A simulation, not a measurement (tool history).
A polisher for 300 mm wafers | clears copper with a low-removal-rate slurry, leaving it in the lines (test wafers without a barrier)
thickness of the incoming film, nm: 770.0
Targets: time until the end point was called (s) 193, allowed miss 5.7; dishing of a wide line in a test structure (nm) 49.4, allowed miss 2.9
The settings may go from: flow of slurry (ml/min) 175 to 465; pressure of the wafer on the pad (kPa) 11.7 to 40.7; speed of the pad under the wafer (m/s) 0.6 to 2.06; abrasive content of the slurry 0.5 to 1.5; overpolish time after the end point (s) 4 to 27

run    day  flow of slurry (ml/min)  pressure of the wafer on the pad (kPa)  speed of the pad under the wafer (m/s)  abrasive content of the slurry  overpolish time after the end point (s)  time until the end point was called (s)  dishing of a wide line in a test structure (nm)
  1      0                      295                                    26.2                                    1.32                               1                                       14                                   164.42                                            40.08
  2  0.167                      295                                    24.8                                    1.32                               1                                       16                                   173.76                                           42.377
  3  0.233                      295                                    24.1                                    1.32                               1                                       17                                   178.72                                            43.99
  4  0.417                      295                                    23.4                                    1.32                               1                                       18                                   181.36                                            43.46
  5  0.546                      295                                    23.4                                    1.32                               1                                       16                                   182.65                                           39.295
  6    0.6                      295                                    23.4                                    1.32                               1                                       11                                   181.28                                           30.247
  7  0.629                      295                                    23.4                                     1.3                               1                                       14                                    186.1                                           35.994
  8  0.854                      295                                    23.4                                     1.3                               1                                       16                                   186.94                                            39.99
  9   0.95                      295                                    23.4                                     1.3                               1                                       17                                   187.76                                           42.585

5 next moves are on the table. One of them brings every result within its allowed miss. Which?
  A  1.046                      340                                    22.8                                    1.28                             1.1                                       15                                        ?                                                ?
  B  1.046                      330                                    25.5                                     1.3                             0.8                                       19                                        ?                                                ?
  C  1.046                      265                                    22.8                                     1.4                            1.05                                       23                                        ?                                                ?
  D  1.046                      330                                    22.8                                    1.26                             1.1                                       21                                        ?                                                ?
  E  1.046                      250                                    22.8                                    1.44                             0.9                                       16                                        ?                                                ?

move  time until the end point was called (s)  dishing of a wide line in a test structure (nm)
   A                                    187.1                                           38.306
   B                                   175.31                                           48.937
   C                                    176.4                                           55.784
   D                                   190.39                                           49.295
   E                                   177.49                                           42.122
A: further off than the last run
B: brings the result that was furthest off to its target, and leaves another outside
C: takes the result that was furthest off past its target
D: meets every target
E: further off than the last run
The right move is D.

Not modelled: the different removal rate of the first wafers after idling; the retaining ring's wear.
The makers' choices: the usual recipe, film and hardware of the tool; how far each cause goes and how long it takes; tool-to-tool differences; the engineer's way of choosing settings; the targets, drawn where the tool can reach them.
